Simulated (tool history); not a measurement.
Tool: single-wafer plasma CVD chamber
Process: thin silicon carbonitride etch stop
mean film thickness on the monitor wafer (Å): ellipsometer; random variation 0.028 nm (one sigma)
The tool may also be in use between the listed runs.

run    day  RF power (kW)  deposition time (s)  mean film thickness on the monitor wafer (Å)
  1  0.000          0.215                 12.5                                        68.361
  2  0.246          0.240                 12.5                                        70.413
  3  0.525          0.240                 10.7                                        60.401
  4  0.875          0.230                 10.3                                        57.490
  5  1.171          0.220                 10.1                                        56.085
  6  1.450          0.210                  9.9                                        54.018

The next listed run, before its measurement:
  7  1.779          0.210                  9.9                                             ?

{"run 7": {"mean film thickness on the monitor wafer (Å)": 53.521}}
